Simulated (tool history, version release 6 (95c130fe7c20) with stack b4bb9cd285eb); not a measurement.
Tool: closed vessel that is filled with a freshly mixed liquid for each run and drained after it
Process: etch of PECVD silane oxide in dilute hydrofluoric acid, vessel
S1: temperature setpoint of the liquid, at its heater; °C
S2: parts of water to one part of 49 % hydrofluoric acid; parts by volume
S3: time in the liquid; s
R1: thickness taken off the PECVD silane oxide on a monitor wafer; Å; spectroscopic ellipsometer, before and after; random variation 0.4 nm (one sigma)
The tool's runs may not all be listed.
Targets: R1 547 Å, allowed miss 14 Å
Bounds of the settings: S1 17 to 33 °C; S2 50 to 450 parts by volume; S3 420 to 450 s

run	hour	S1	S2	S3	R1
1	0	25	250	420	653.19
2	2.8	26.5	250	420	692.56
3	8.6	28.5	250	420	738.84
4	9.5	27.5	250	420	708.6
5	11.8	26.5	250	420	692.32
6	14.9	26	250	420	677.65
7	19	25.5	250	420	668.66
8	25	25	250	420	642.72
9	31.4	24.5	250	420	648.45
10	34.8	24	250	420	626.66
11	35.8	23.5	250	420	612.48
12	41.9	23	250	420	610.12
13	45.4	22.5	250	420	599.06
14	54.3	22	250	420	581.25
15	58.5	21	250	420	566.31

Which of these 5 next moves meets every target?
A	62.7	21	260	450	?
B	62.7	19	240	450	?
C	62.7	21	255	420	?
D	62.7	22.5	260	445	?
E	62.7	19	225	420	?

move	R1
A	574.73
B	588.49
C	549.53
D	600.37
E	594.09
A: further off than the last run
B: further off than the last run
C: meets every target
D: further off than the last run
E: further off than the last run
Answer: C

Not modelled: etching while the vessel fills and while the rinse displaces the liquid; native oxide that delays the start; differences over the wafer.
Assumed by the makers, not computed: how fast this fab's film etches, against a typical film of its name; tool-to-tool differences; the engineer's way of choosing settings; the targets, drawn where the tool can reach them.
